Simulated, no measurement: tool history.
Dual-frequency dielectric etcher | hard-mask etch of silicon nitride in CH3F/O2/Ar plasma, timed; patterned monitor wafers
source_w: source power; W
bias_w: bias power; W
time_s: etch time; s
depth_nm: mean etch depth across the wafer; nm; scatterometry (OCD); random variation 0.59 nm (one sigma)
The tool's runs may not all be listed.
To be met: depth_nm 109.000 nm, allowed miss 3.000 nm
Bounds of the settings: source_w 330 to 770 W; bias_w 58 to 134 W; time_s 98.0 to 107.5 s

| run | day | source_w | bias_w | time_s | depth_nm |
|---|---|---|---|---|---|
| 1 | 0.000 | 550 | 96 | 107.5 | 92.735 |
| 2 | 0.279 | 550 | 96 | 98.0 | 84.735 |
| 3 | 0.512 | 630 | 96 | 98.0 | 88.904 |
| 4 | 0.658 | 630 | 88 | 98.0 | 85.484 |
| 5 | 0.767 | 650 | 99 | 100.0 | 92.427 |
| 6 | 1.029 | 670 | 106 | 101.5 | 98.461 |
| 7 | 1.067 | 690 | 110 | 102.0 | 102.380 |
| 8 | 1.354 | 700 | 112 | 102.5 | 104.380 |
| 9 | 1.529 | 710 | 113 | 102.5 | 104.770 |
| 10 | 1.817 | 720 | 114 | 102.5 | 104.590 |

4 next moves are on the table. One of them brings every result within its allowed miss. Which?
| A | 2.104 | 600 | 124 | 100.0 | ? |
| B | 2.104 | 630 | 111 | 98.0 | ? |
| C | 2.104 | 660 | 112 | 104.0 | ? |
| D | 2.104 | 760 | 125 | 100.5 | ? |

| move | depth_nm |
|---|---|
| A | 98.851 |
| B | 94.183 |
| C | 102.230 |
| D | 109.520 |
A: further off than the last run
B: further off than the last run
C: further off than the last run
D: meets every target
Move D is the one to make.
